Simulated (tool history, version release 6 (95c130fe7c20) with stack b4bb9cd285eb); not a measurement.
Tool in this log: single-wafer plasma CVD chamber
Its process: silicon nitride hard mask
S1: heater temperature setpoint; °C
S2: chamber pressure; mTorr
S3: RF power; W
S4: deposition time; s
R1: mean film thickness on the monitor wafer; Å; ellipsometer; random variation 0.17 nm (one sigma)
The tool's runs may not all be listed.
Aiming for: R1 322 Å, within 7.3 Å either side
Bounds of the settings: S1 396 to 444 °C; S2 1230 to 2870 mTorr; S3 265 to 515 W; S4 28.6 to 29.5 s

run	day	S1	S2	S3	S4	R1
1	0	420	2050	390	28.6	389.59
2	0.125	410	2050	390	28.6	392
3	0.275	410	1730	390	28.6	365.71
4	0.367	410	1650	385	28.6	357.16
5	0.525	419	1650	385	28.6	356.69
6	0.771	419	1590	380	28.6	349.35
7	1.058	419	1590	380	28.6	342.42
8	1.304	419	1300	355	28.6	300.71
9	1.433	419	1580	360	28.6	330.82
10	1.654	419	1560	360	28.6	334.17

Exercise: of the 4 proposed moves below, exactly one satisfies all targets within the stated allowed misses. Which move is it?
A	1.875	416	1650	370	28.6	?
B	1.875	417	1420	375	29.5	?
C	1.875	418	1340	390	29.5	?
D	1.875	423	1390	355	29.5	?

move	R1
A	348.73
B	337.63
C	335.45
D	321.24
A: moves away from the targets compared with the last run
B: moves away from the targets compared with the last run
C: moves away from the targets compared with the last run
D: every result lands within tolerance
D meets every target.
